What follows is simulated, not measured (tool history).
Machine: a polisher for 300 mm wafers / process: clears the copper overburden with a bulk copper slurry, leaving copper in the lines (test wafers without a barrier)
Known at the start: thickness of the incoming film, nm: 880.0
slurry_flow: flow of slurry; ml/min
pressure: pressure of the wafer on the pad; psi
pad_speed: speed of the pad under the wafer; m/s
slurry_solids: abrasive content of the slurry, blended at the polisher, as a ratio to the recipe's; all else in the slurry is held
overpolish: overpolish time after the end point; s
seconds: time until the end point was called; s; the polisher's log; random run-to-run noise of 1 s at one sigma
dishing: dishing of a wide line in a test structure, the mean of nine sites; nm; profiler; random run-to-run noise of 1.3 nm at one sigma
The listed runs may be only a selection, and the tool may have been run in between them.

run	day	slurry_flow	pressure	pad_speed	slurry_solids	overpolish	seconds	dishing
1	0	275	3.3	1.14	1	28	69.75	96.895
2	0.058	275	3.3	1.14	1.15	28	67.974	98.426
3	0.25	280	2.8	1.14	1.1	23	78.91	88.623
4	0.342	220	2.8	1.14	1.1	23	78.029	90.764
# day 0.712: slurry blender recalibrated
5	0.712	275	2.5	1.12	1.05	19	84.001	77.23
6	1.062	275	3.1	1.12	1.05	19	70.003	87.324
7	1.383	280	2.7	1.08	1	17	81.285	76.197
8	1.604	280	2.4	1.04	1	16	92.544	63.369
9	1.717	275	2.2	1.04	1.05	18	98.378	68.761

The next listed run, before its measurement:
10	1.975	270	1.5	1.02	0.95	9	?	?

seconds: 135.89 s
dishing: 32.45 nm
